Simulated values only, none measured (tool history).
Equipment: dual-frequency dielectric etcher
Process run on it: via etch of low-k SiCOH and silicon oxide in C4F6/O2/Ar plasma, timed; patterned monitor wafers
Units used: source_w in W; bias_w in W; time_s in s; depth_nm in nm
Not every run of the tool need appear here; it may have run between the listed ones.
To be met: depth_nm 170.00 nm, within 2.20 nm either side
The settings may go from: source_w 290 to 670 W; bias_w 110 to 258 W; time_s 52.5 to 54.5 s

run	hour	source_w	bias_w	time_s	depth_nm
1	0.0	480	184	52.5	155.44
2	6.1	490	184	52.5	157.12
3	14.4	490	172	52.5	152.35
4	22.5	490	190	52.5	159.11
5	30.8	500	190	52.5	160.44
6	34.2	510	190	52.5	162.17
7	37.6	520	190	52.5	163.60
8	41.8	540	191	52.5	166.14
9	45.0	540	191	52.5	166.26
10	49.4	550	191	52.5	167.56

Exercise: of the 4 proposed moves below, exactly one satisfies all targets within the stated allowed misses. Which move is it?
A	53.8	620	163	53.0	?
B	53.8	650	167	53.0	?
C	53.8	530	220	52.5	?
D	53.8	580	186	54.0	?

move	depth_nm
A	164.79
B	169.81
C	175.79
D	173.67
A: its largest miss is bigger than the last run's
B: every result within its allowed miss
C: takes the biggest miss from the last run beyond its target
D: takes the biggest miss from the last run beyond its target
So the answer is move B, the one that meets all the targets.
